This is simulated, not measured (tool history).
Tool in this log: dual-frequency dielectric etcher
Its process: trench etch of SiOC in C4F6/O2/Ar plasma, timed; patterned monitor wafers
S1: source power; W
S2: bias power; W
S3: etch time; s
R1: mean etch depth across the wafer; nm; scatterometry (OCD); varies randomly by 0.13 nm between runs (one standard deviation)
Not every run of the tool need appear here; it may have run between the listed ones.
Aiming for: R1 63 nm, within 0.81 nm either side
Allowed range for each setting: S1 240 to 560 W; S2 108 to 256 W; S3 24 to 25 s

run 1 hour=0 | S1=400 S2=182 S3=24 | R1=56.539
run 2 hour=1.8 | S1=410 S2=183 S3=24 | R1=56.83
run 3 hour=10.5 | S1=430 S2=184 S3=24 | R1=57.651
run 4 hour=15.3 | S1=450 S2=185 S3=24 | R1=58.76
run 5 hour=20.6 | S1=460 S2=186 S3=24 | R1=59.467
run 6 hour=27.6 | S1=470 S2=187 S3=24 | R1=59.92
run 7 hour=34.1 | S1=480 S2=187 S3=24 | R1=60.457
run 8 hour=35.6 | S1=490 S2=187 S3=24 | R1=60.838
run 9 hour=38.4 | S1=500 S2=187 S3=24 | R1=61.199
run 10 hour=44.5 | S1=520 S2=188 S3=24 | R1=61.897

4 candidate next runs follow, results not yet known. Just one meets every target within its allowed miss. Identify it.
run A hour=50.6 | S1=490 S2=184 S3=24 | R1=?
run B hour=50.6 | S1=490 S2=180 S3=24.5 | R1=?
run C hour=50.6 | S1=460 S2=189 S3=24.5 | R1=?
run D hour=50.6 | S1=550 S2=185 S3=24 | R1=?

move=A R1=60.548
move=B R1=61.449
move=C R1=60.951
move=D R1=63.064
A: moves away from the targets compared with the last run
B: moves away from the targets compared with the last run
C: moves away from the targets compared with the last run
D: all results land within tolerance of their targets
D meets every target.

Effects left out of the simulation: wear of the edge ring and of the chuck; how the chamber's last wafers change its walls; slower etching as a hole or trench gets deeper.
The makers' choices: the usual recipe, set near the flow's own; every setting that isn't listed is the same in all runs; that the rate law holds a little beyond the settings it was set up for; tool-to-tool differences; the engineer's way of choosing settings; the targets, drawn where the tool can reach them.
